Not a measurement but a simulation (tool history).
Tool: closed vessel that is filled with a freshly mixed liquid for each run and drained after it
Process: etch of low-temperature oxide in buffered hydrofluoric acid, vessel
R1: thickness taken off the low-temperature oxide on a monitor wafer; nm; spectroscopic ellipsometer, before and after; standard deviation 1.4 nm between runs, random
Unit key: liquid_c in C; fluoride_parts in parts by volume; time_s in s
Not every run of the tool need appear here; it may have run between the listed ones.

run 1 day=0 | liquid_c=21 fluoride_parts=10 time_s=30 | R1=154.47
run 2 day=0.188 | liquid_c=22 fluoride_parts=10 time_s=30 | R1=164.56
run 3 day=0.379 | liquid_c=22 fluoride_parts=13 time_s=30 | R1=125.59
run 4 day=0.438 | liquid_c=23 fluoride_parts=13 time_s=30 | R1=134.25
run 5 day=0.6 | liquid_c=23 fluoride_parts=15 time_s=30 | R1=115.25
run 6 day=0.85 | liquid_c=23 fluoride_parts=15 time_s=30 | R1=117.13
run 7 day=0.971 | liquid_c=24 fluoride_parts=14.5 time_s=30 | R1=127.91
run 8 day=1.283 | liquid_c=25 fluoride_parts=14 time_s=30 | R1=139.21

For run 9, what comes out?
run 9 day=1.375 | liquid_c=25.5 fluoride_parts=13.5 time_s=30 | R1=?

Logged for run 9: R1 149.09 nm.

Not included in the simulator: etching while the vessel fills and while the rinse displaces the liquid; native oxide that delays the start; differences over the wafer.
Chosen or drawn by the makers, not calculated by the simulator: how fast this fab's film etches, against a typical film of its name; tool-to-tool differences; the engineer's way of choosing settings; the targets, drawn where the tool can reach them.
